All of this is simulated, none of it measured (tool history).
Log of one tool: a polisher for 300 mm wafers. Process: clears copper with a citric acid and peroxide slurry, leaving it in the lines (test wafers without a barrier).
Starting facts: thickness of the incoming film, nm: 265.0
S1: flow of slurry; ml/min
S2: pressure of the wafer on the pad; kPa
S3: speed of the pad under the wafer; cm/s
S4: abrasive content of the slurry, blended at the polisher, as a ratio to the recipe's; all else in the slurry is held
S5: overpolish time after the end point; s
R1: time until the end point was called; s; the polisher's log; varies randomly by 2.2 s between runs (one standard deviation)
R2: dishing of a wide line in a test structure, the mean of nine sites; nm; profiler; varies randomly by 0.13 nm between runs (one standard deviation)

run,hour,S1,S2,S3,S4,S5,R1,R2
1,0,310,15.9,120,1,21,121.7,25.114
2,5.8,250,15.9,120,1,21,126.58,25.498
3,14.6,250,15.9,120,1,14,124.35,17.874
4,21.5,250,15.9,120,1,7,122.46,10.193
5,23.6,250,15.9,120,0.9,7,126.65,9.8681
6,31.4,265,15.2,120,0.85,7,129.84,9.8792
7,35.9,315,13.8,118,0.75,7,145.94,8.8814
# hour 38.5: slurry blender recalibrated
8,38.5,320,13.1,118,0.7,7,147.35,8.9306
9,44.1,295,13.1,116,0.65,7,148.66,8.3463
10,50.4,295,13.1,116,0.65,7,151.01,8.6922
11,52.9,340,12.4,116,0.6,7,158.17,8.4383
12,59.2,305,12.4,116,0.55,7,160.86,8.4177
13,65.8,360,11.7,116,0.65,7,161.64,7.9309
14,72.5,385,11,118,0.65,7,163.46,7.7337
15,79.5,405,10.3,120,0.65,7,175.49,7.7554
16,88,390,11,114,0.6,7,176.13,7.4251
17,96.1,420,11.7,114,0.55,7,165.97,7.7796
18,101.2,440,11.7,114,0.55,7,172.93,7.6996
19,105.6,440,11.7,114,0.55,7,168.24,7.6947
20,109.4,455,11.7,116,0.55,7,162.02,7.7753

Run 21, settings as shown, results not yet in. Your forecast:
21,115.7,465,11.7,118,0.55,7,?,?

R1: 157.9 s
R2: 8.1568 nm
